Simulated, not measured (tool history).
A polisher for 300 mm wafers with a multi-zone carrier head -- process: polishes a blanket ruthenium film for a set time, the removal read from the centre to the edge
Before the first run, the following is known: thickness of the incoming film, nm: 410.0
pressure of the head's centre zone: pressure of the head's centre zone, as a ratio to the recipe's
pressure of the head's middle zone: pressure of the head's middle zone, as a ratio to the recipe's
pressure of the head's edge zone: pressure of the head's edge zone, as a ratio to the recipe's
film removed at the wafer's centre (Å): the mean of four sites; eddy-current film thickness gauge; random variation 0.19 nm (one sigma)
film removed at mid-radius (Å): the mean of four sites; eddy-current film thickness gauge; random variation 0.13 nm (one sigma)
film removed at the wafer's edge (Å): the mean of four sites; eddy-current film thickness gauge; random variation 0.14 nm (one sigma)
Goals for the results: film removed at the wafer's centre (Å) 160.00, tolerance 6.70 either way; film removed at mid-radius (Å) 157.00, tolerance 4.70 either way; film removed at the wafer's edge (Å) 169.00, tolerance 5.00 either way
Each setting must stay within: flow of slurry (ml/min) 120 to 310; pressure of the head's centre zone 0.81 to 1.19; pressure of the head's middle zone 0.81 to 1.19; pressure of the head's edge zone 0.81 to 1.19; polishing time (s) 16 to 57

run,hour,flow of slurry (ml/min),pressure of the head's centre zone,pressure of the head's middle zone,pressure of the head's edge zone,polishing time (s),film removed at the wafer's centre (Å),film removed at mid-radius (Å),film removed at the wafer's edge (Å)
1,0.0,200,1.00,1.00,1.00,36,290.44,284.06,284.86
2,7.3,200,1.00,1.00,1.00,43,348.87,338.85,342.73
3,8.4,200,0.95,1.00,1.00,43,328.56,340.16,346.59
4,12.5,200,0.95,1.00,0.94,43,330.46,339.62,336.87
5,14.8,190,0.93,0.96,0.92,37,270.92,280.25,288.20
6,19.5,190,0.93,0.96,0.88,37,273.60,279.89,279.48
7,23.3,185,0.93,0.93,0.87,32,236.31,239.11,241.76
8,26.6,185,0.93,0.93,0.87,32,231.83,233.26,244.39
9,29.4,180,0.93,0.92,0.86,28,201.14,204.30,211.29
10,35.0,170,0.93,0.91,0.85,26,185.80,186.64,190.83
11,39.5,170,0.93,0.91,0.85,26,187.03,187.07,192.23

Below are 5 possible settings for the next run. Only one of them brings all results inside the allowed miss of their targets. Which is it?
A,44.0,180,0.92,0.82,0.89,22,?,?,?
B,44.0,240,0.89,0.86,0.86,22,?,?,?
C,44.0,155,0.97,0.89,0.84,24,?,?,?
D,44.0,180,0.88,0.86,0.89,21,?,?,?
E,44.0,120,1.01,0.91,0.81,23,?,?,?

move,film removed at the wafer's centre (Å),film removed at mid-radius (Å),film removed at the wafer's edge (Å)
A,158.88,144.80,169.13
B,159.89,156.00,171.25
C,178.55,165.36,177.51
D,145.05,143.75,161.35
E,170.00,154.79,162.85
A: moves the result that the last run missed by most past its target, out the other side
B: every result lands within tolerance
C: moves toward the targets from the last run without getting all of them in spec
D: moves the result that the last run missed by most past its target, out the other side
E: the worst result of the last run now meets its target, but another is out of spec
Answer: B
